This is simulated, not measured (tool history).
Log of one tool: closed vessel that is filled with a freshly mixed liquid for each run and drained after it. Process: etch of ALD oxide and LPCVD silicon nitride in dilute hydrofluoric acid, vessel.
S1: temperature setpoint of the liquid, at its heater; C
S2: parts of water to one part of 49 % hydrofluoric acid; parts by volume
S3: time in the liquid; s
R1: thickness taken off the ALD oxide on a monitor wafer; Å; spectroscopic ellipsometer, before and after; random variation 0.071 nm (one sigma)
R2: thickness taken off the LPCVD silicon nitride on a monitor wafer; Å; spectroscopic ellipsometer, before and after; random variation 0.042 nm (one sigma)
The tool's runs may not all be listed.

Run 1, hour 0.0: S1 20.0 C, S2 210 parts by volume, S3 100 s. Result: R1 60.279 Å, R2 1.7762 Å.
Run 2, hour 7.3: S1 21.0 C, S2 205 parts by volume, S3 100 s. Result: R1 63.456 Å, R2 1.7120 Å.
Run 3, hour 13.0: S1 21.5 C, S2 200 parts by volume, S3 100 s. Result: R1 67.706 Å, R2 2.0333 Å.
Run 4, hour 19.9: S1 22.0 C, S2 200 parts by volume, S3 100 s. Result: R1 69.940 Å, R2 2.0351 Å.
Run 5, hour 27.2: S1 22.5 C, S2 200 parts by volume, S3 100 s. Result: R1 70.104 Å, R2 2.4831 Å.
Run 6, hour 29.9: S1 22.5 C, S2 240 parts by volume, S3 100 s. Result: R1 55.642 Å, R2 1.8294 Å.
Run 7, hour 35.3: S1 23.0 C, S2 235 parts by volume, S3 100 s. Result: R1 57.780 Å, R2 2.2296 Å.

Run 8 comes next. What will it give?
Run 8, hour 41.1: S1 23.5 C, S2 230 parts by volume, S3 100 s. Result: R1 ?, R2 ?.

Run 8 gave R1 60.984 Å, R2 1.9982 Å.
